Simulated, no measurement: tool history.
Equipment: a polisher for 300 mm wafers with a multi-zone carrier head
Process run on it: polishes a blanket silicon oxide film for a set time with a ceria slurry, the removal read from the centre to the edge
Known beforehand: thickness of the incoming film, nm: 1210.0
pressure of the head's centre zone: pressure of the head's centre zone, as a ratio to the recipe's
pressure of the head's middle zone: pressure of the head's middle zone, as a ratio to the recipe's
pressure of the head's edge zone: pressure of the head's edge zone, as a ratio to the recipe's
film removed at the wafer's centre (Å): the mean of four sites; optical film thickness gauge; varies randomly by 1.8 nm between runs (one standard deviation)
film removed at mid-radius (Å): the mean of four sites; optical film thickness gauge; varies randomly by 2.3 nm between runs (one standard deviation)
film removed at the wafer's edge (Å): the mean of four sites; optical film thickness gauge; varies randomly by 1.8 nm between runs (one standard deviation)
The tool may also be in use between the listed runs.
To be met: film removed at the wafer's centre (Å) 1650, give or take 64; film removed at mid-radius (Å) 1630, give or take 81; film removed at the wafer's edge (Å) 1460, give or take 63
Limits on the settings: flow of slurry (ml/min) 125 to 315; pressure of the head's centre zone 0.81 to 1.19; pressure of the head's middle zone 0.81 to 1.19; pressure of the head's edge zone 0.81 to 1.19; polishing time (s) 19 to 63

run    day  flow of slurry (ml/min)  pressure of the head's centre zone  pressure of the head's middle zone  pressure of the head's edge zone  polishing time (s)  film removed at the wafer's centre (Å)  film removed at mid-radius (Å)  film removed at the wafer's edge (Å)
  1      0                      205                                   1                                   1                                 1                  41                                  2264.6                          2323.6                                2186.8
  2  0.108                      230                                   1                                   1                                 1                  41                                  2345.6                          2363.9                                2253.6
  3  0.179                      225                                   1                                   1                              0.98                  39                                  2205.7                          2202.3                                2092.1
  4  0.467                      225                                0.93                                   1                              0.98                  39                                  2052.3                          2203.4                                2107.5
  5  0.658                      225                                   1                                   1                              0.98                  39                                  2231.8                          2239.1                                2121.1
  6  0.792                      220                                   1                                   1                              0.96                  38                                  2128.5                          2147.2                                1990.7
  7  0.838                      215                                   1                                0.99                              0.94                  37                                  2051.8                            2082                                1940.7
  8  0.921                      210                                1.01                                0.99                              0.93                  36                                    2016                          1983.7                                  1860
  9  0.954                      205                                1.01                                0.99                              0.92                  35                                  1924.9                          1968.7                                1800.6
 10   1.25                      200                                1.02                                0.98                              0.91                  34                                  1911.4                          1815.6                                  1717
 11  1.512                      195                                1.02                                0.98                               0.9                  34                                  1943.4                          1881.5                                1742.8
 12  1.583                      195                                1.02                                0.98                              0.89                  33                                  1860.4                          1811.7                                1698.7
 13  1.779                      195                                1.02                                0.98                              0.88                  32                                  1780.2                          1757.7                                1574.4
 14  2.004                      195                                1.02                                0.98                              0.87                  32                                  1828.6                          1724.6                                1617.7
 15  2.225                      190                                1.02                                0.99                              0.86                  32                                  1790.4                          1799.3                                1596.3
 16  2.342                      190                                1.02                                0.99                              0.85                  32                                  1752.6                          1749.4                                1550.9
     2.567  -- edge zone pressure recalibrated
 17  2.567                      180                                1.01                                0.97                              0.83                  31                                    1716                          1632.9                                1566.7

Pick the move, out of 5, that brings all results within their allowed miss; only one does.
  A  2.792                      165                                0.98                                0.84                              0.89                  33                                       ?                               ?                                     ?
  B  2.792                      195                                1.12                                0.99                              0.81                  29                                       ?                               ?                                     ?
  C  2.792                      175                                0.92                                0.99                              0.83                  32                                       ?                               ?                                     ?
  D  2.792                      180                                1.07                                0.92                              0.83                  31                                       ?                               ?                                     ?
  E  2.792                      220                                1.02                                1.01                              0.82                  29                                       ?                               ?                                     ?

move  film removed at the wafer's centre (Å)  film removed at mid-radius (Å)  film removed at the wafer's edge (Å)
   A                                  1766.8                          1534.3                                1711.7
   B                                  1839.4                          1592.1                                1473.8
   C                                  1629.9                          1725.7                                1620.5
   D                                  1848.3                            1579                                1577.3
   E                                    1709                          1650.2                                1501.4
A: moves away from the targets compared with the last run
B: brings the result that was furthest off to its target, and leaves another outside
C: moves away from the targets compared with the last run
D: moves away from the targets compared with the last run
E: in spec on every target
Go with E: it meets all targets.
